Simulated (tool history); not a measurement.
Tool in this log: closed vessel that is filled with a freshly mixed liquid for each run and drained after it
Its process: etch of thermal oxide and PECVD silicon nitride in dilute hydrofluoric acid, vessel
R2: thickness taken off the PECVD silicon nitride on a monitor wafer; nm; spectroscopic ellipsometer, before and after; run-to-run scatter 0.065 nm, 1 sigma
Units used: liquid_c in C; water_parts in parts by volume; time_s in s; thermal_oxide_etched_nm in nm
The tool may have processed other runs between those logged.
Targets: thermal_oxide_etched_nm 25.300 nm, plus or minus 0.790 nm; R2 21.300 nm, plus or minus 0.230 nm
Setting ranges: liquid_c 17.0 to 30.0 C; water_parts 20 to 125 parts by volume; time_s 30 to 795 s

Run 1, hour 0.0: liquid_c 22.0 C, water_parts 70 parts by volume, time_s 405 s. Result: thermal_oxide_etched_nm 27.446 nm, R2 26.151 nm.
Run 2, hour 1.2: liquid_c 21.5 C, water_parts 70 parts by volume, time_s 405 s. Result: thermal_oxide_etched_nm 27.169 nm, R2 25.312 nm.
Run 3, hour 6.3: liquid_c 21.0 C, water_parts 70 parts by volume, time_s 405 s. Result: thermal_oxide_etched_nm 26.334 nm, R2 24.440 nm.
Run 4, hour 7.4: liquid_c 21.0 C, water_parts 60 parts by volume, time_s 405 s. Result: thermal_oxide_etched_nm 31.971 nm, R2 28.477 nm.
Run 5, hour 14.4: liquid_c 21.0 C, water_parts 45 parts by volume, time_s 405 s. Result: thermal_oxide_etched_nm 42.567 nm, R2 37.579 nm.
Run 6, hour 17.2: liquid_c 20.5 C, water_parts 50 parts by volume, time_s 405 s. Result: thermal_oxide_etched_nm 36.641 nm, R2 32.762 nm.
Run 7, hour 23.6: liquid_c 20.0 C, water_parts 50 parts by volume, time_s 405 s. Result: thermal_oxide_etched_nm 37.000 nm, R2 31.710 nm.
Run 8, hour 27.3: liquid_c 19.5 C, water_parts 50 parts by volume, time_s 405 s. Result: thermal_oxide_etched_nm 35.521 nm, R2 30.658 nm.
Run 9, hour 36.1: liquid_c 19.5 C, water_parts 50 parts by volume, time_s 405 s. Result: thermal_oxide_etched_nm 35.630 nm, R2 30.597 nm.
Run 10, hour 36.8: liquid_c 19.0 C, water_parts 50 parts by volume, time_s 405 s. Result: thermal_oxide_etched_nm 34.934 nm, R2 29.663 nm.
Run 11, hour 42.9: liquid_c 17.0 C, water_parts 70 parts by volume, time_s 410 s. Result: thermal_oxide_etched_nm 22.970 nm, R2 18.706 nm.
Run 12, hour 47.6: liquid_c 18.0 C, water_parts 70 parts by volume, time_s 410 s. Result: thermal_oxide_etched_nm 23.548 nm, R2 20.138 nm.
Run 13, hour 48.2: liquid_c 18.0 C, water_parts 70 parts by volume, time_s 405 s. Result: thermal_oxide_etched_nm 23.405 nm, R2 19.925 nm.
Run 14, hour 55.1: liquid_c 18.5 C, water_parts 65 parts by volume, time_s 400 s. Result: thermal_oxide_etched_nm 25.556 nm, R2 21.746 nm.

4 next moves are on the table. One of them brings every result within its allowed miss. Which?
Run A, hour 62.0: liquid_c 20.0 C, water_parts 65 parts by volume, time_s 370 s. Result: thermal_oxide_etched_nm ?, R2 ?.
Run B, hour 62.0: liquid_c 17.0 C, water_parts 80 parts by volume, time_s 530 s. Result: thermal_oxide_etched_nm ?, R2 ?.
Run C, hour 62.0: liquid_c 19.0 C, water_parts 75 parts by volume, time_s 450 s. Result: thermal_oxide_etched_nm ?, R2 ?.
Run D, hour 62.0: liquid_c 19.0 C, water_parts 70 parts by volume, time_s 425 s. Result: thermal_oxide_etched_nm ?, R2 ?.

move  thermal_oxide_etched_nm      R2
   A                   25.070  22.473
   B                   25.267  21.345
   C                   25.046  22.185
   D                   25.488  22.409
A: lands further from the targets than the last run did
B: every result within its allowed miss
C: lands further from the targets than the last run did
D: lands further from the targets than the last run did
Answer: B

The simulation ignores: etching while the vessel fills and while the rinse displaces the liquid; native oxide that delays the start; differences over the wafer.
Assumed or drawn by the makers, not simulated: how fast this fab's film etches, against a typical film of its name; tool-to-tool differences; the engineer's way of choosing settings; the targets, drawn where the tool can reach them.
